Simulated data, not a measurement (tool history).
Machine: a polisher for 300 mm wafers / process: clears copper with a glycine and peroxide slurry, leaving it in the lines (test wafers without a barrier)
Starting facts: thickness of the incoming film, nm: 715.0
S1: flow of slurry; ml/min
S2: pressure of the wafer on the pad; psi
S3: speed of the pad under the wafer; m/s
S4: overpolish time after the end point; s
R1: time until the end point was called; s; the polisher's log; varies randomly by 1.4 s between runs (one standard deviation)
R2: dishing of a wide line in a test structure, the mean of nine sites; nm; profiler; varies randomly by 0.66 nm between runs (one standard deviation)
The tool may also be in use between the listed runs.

run	hour	S1	S2	S3	S4	R1	R2
1	0.0	135	2.9	0.84	9	146.130	31.347
2	2.1	135	3.2	0.84	9	135.450	33.370
3	3.1	135	3.3	0.84	9	132.840	35.242
4	7.2	135	3.3	0.98	9	119.040	38.141
5	10.5	135	3.3	1.06	9	114.000	38.451
6	15.1	135	4.0	1.06	9	96.216	45.316
7	19.2	135	3.9	1.06	9	99.235	45.944

What does the tool deliver on the next run?
8	21.1	135	3.3	1.02	5	?	?

Run 8 gave R1 112.870 s, R2 23.402 nm.
